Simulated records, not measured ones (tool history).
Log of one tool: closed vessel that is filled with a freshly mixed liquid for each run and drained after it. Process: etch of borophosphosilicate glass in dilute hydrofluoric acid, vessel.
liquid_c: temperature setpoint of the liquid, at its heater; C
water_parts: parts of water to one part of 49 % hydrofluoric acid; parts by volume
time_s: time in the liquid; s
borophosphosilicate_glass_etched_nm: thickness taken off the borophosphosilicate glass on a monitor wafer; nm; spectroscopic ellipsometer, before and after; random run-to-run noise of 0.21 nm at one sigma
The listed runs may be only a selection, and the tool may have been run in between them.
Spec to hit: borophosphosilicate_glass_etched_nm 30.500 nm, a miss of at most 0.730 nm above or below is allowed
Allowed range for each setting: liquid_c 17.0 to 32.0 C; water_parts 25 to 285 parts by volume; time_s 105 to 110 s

run  hour  liquid_c  water_parts  time_s  borophosphosilicate_glass_etched_nm
  1   0.0      24.0          155     105                               34.695
  2   5.2      23.5          155     105                               33.520
  3   7.4      23.5          200     105                               24.842
  4  12.0      24.0          200     105                               25.456
  5  17.4      24.5          200     105                               25.915
  6  24.3      25.0          200     105                               26.579
  7  31.3      25.5          200     105                               26.910
  8  35.2      26.0          200     105                               27.481
  9  36.6      26.5          200     105                               28.004
 10  38.5      27.0          200     105                               28.339

Which one of the following 5 next-run settings gets every result inside its allowed miss? There is exactly one.
  A  40.4      25.0          175     110                                    ?
  B  40.4      28.0          195     110                                    ?
  C  40.4      25.5          180     105                                    ?
  D  40.4      26.5          195     105                                    ?
  E  40.4      28.5          190     105                                    ?

move  borophosphosilicate_glass_etched_nm
   A                               32.217
   B                               31.504
   C                               30.285
   D                               28.501
   E                               31.603
A: the result that was furthest off in the last run now lies on the other side of its target
B: the result that was furthest off in the last run now lies on the other side of its target
C: all results in spec
D: closes in on the targets versus the last run, not all within tolerance yet
E: the result that was furthest off in the last run now lies on the other side of its target
So the answer is move C, the one that meets all the targets.
